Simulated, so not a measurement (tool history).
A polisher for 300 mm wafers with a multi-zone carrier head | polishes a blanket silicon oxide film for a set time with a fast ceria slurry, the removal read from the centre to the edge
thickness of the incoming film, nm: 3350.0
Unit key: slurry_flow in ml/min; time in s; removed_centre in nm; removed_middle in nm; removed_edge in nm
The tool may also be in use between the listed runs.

{"run": 1, "hour": 0.0, "slurry_flow": 250, "centre_zone": 1, "middle_zone": 1, "edge_zone": 1, "time": 52, "removed_centre": 712.26, "removed_middle": 713, "removed_edge": 748.89}
{"run": 2, "hour": 6.5, "slurry_flow": 250, "centre_zone": 0.96, "middle_zone": 1, "edge_zone": 1, "time": 52, "removed_centre": 687.85, "removed_middle": 729.25, "removed_edge": 752.53}
{"run": 3, "hour": 15.5, "slurry_flow": 250, "centre_zone": 0.96, "middle_zone": 1, "edge_zone": 0.97, "time": 52, "removed_centre": 689.47, "removed_middle": 720.48, "removed_edge": 737}
{"run": 4, "hour": 23.1, "slurry_flow": 220, "centre_zone": 0.96, "middle_zone": 1, "edge_zone": 0.97, "time": 52, "removed_centre": 677.36, "removed_middle": 710.59, "removed_edge": 745.71}
{"run": 5, "hour": 28.8, "slurry_flow": 220, "centre_zone": 0.89, "middle_zone": 1, "edge_zone": 0.97, "time": 52, "removed_centre": 629.33, "removed_middle": 721.23, "removed_edge": 735.38}
{"run": 6, "hour": 34.8, "slurry_flow": 220, "centre_zone": 0.89, "middle_zone": 1.08, "edge_zone": 0.97, "time": 52, "removed_centre": 628.97, "removed_middle": 767.79, "removed_edge": 735.47}
{"run": 7, "hour": 36.7, "slurry_flow": 215, "centre_zone": 0.95, "middle_zone": 1.1, "edge_zone": 1.01, "time": 56, "removed_centre": 721.89, "removed_middle": 841.35, "removed_edge": 817.45}
{"run": 8, "hour": 41.9, "slurry_flow": 215, "centre_zone": 0.99, "middle_zone": 1.12, "edge_zone": 1.05, "time": 58, "removed_centre": 778.31, "removed_middle": 861.8, "removed_edge": 852.76}
{"run": 9, "hour": 49.6, "slurry_flow": 215, "centre_zone": 0.99, "middle_zone": 1.12, "edge_zone": 1.05, "time": 58, "removed_centre": 782.63, "removed_middle": 888.99, "removed_edge": 852.45}
{"run": 10, "hour": 54.0, "slurry_flow": 220, "centre_zone": 1.01, "middle_zone": 1.12, "edge_zone": 1.08, "time": 60, "removed_centre": 827.26, "removed_middle": 920.02, "removed_edge": 898.98}
{"run": 11, "hour": 60.7, "slurry_flow": 235, "centre_zone": 1.03, "middle_zone": 1.12, "edge_zone": 1.11, "time": 61, "removed_centre": 865.5, "removed_middle": 931.12, "removed_edge": 945.65}
{"run": 12, "hour": 69.4, "slurry_flow": 255, "centre_zone": 1.04, "middle_zone": 1.13, "edge_zone": 1.12, "time": 61, "removed_centre": 874.58, "removed_middle": 953.39, "removed_edge": 957.7}
{"run": 13, "hour": 78.1, "slurry_flow": 265, "centre_zone": 1.05, "middle_zone": 1.13, "edge_zone": 1.13, "time": 61, "removed_centre": 891.8, "removed_middle": 928.85, "removed_edge": 946.02}
{"hour": 80.0, "done": "edge zone pressure recalibrated"}
{"run": 14, "hour": 80.0, "slurry_flow": 265, "centre_zone": 1.05, "middle_zone": 1.14, "edge_zone": 1.14, "time": 61, "removed_centre": 884.53, "removed_middle": 975.01, "removed_edge": 895.08}

Run 15, settings as shown, results not yet in. Your forecast:
{"run": 15, "hour": 84.5, "slurry_flow": 250, "centre_zone": 1.06, "middle_zone": 1.14, "edge_zone": 1.14, "time": 62, "removed_centre": "?", "removed_middle": "?", "removed_edge": "?"}

removed_centre: 913.17 nm
removed_middle: 983.2 nm
removed_edge: 921.99 nm

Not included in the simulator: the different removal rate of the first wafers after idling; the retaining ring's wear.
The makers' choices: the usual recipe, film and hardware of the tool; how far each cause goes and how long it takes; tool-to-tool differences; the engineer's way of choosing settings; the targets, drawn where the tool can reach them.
